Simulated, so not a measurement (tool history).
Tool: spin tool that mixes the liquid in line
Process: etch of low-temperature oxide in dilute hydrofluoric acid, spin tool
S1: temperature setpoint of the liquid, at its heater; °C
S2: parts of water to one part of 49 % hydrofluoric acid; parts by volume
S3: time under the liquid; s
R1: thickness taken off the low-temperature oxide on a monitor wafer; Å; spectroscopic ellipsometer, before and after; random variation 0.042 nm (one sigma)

run  hour    S1   S2  S3      R1
  1   0.0  22.0  105  45  140.25
  2   0.9  22.0  105  50  155.87
  3   2.5  20.5  110  50  138.86
  4   5.1  23.5  110  50  156.45
  5   5.7  23.5  110  45  139.96
  6  10.5  21.5  110  45  130.13
  7  13.9  20.0  110  45  121.93

Forecast run 8:
  8  22.4  19.0  110  45   ?

R1: 118.01 Å
